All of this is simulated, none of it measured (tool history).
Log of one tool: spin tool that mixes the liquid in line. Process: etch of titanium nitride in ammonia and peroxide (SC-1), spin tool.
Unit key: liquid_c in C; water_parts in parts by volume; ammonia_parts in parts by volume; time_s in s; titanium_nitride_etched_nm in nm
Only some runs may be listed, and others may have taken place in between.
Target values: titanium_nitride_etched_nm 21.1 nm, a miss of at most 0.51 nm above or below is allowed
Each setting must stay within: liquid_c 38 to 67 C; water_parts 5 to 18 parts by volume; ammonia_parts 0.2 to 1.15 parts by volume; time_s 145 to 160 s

{"run": 1, "hour": 0.0, "liquid_c": 51, "water_parts": 10, "ammonia_parts": 0.65, "time_s": 145, "titanium_nitride_etched_nm": 10.834}
{"run": 2, "hour": 8.2, "liquid_c": 46, "water_parts": 10, "ammonia_parts": 0.65, "time_s": 145, "titanium_nitride_etched_nm": 7.6834}
{"run": 3, "hour": 16.2, "liquid_c": 46, "water_parts": 10, "ammonia_parts": 0.8, "time_s": 145, "titanium_nitride_etched_nm": 7.8676}
{"run": 4, "hour": 20.6, "liquid_c": 46, "water_parts": 10, "ammonia_parts": 0.8, "time_s": 160, "titanium_nitride_etched_nm": 8.9166}
{"run": 5, "hour": 21.4, "liquid_c": 49.5, "water_parts": 10, "ammonia_parts": 0.8, "time_s": 160, "titanium_nitride_etched_nm": 11.255}
{"run": 6, "hour": 25.7, "liquid_c": 49.5, "water_parts": 7.5, "ammonia_parts": 0.8, "time_s": 160, "titanium_nitride_etched_nm": 12.962}
{"run": 7, "hour": 27.3, "liquid_c": 51.5, "water_parts": 7.5, "ammonia_parts": 0.8, "time_s": 160, "titanium_nitride_etched_nm": 14.761}
{"run": 8, "hour": 30.6, "liquid_c": 53, "water_parts": 7.5, "ammonia_parts": 0.8, "time_s": 160, "titanium_nitride_etched_nm": 16.405}
{"run": 9, "hour": 39.6, "liquid_c": 54, "water_parts": 7.5, "ammonia_parts": 0.8, "time_s": 160, "titanium_nitride_etched_nm": 17.659}
{"run": 10, "hour": 44.1, "liquid_c": 55, "water_parts": 7.5, "ammonia_parts": 0.8, "time_s": 160, "titanium_nitride_etched_nm": 18.821}
{"run": 11, "hour": 46.9, "liquid_c": 55.5, "water_parts": 7.5, "ammonia_parts": 0.8, "time_s": 160, "titanium_nitride_etched_nm": 19.801}
{"run": 12, "hour": 51.9, "liquid_c": 56, "water_parts": 7.5, "ammonia_parts": 0.8, "time_s": 160, "titanium_nitride_etched_nm": 20.142}

Which of these 5 next moves meets every target?
{"run": "A", "hour": 56.9, "liquid_c": 57.5, "water_parts": 8.5, "ammonia_parts": 0.9, "time_s": 150, "titanium_nitride_etched_nm": "?"}
{"run": "B", "hour": 56.9, "liquid_c": 57.5, "water_parts": 8, "ammonia_parts": 0.85, "time_s": 155, "titanium_nitride_etched_nm": "?"}
{"run": "C", "hour": 56.9, "liquid_c": 57, "water_parts": 9.5, "ammonia_parts": 0.75, "time_s": 160, "titanium_nitride_etched_nm": "?"}
{"run": "D", "hour": 56.9, "liquid_c": 55.5, "water_parts": 8, "ammonia_parts": 0.85, "time_s": 160, "titanium_nitride_etched_nm": "?"}
{"run": "E", "hour": 56.9, "liquid_c": 57.5, "water_parts": 7, "ammonia_parts": 0.6, "time_s": 145, "titanium_nitride_etched_nm": "?"}

move=A titanium_nitride_etched_nm=20.173
move=B titanium_nitride_etched_nm=21.292
move=C titanium_nitride_etched_nm=19.144
move=D titanium_nitride_etched_nm=19.224
move=E titanium_nitride_etched_nm=20.154
A: roughly where the last run was
B: hits every target within its allowed miss
C: further off than the last run
D: further off than the last run
E: roughly where the last run was
Answer: B
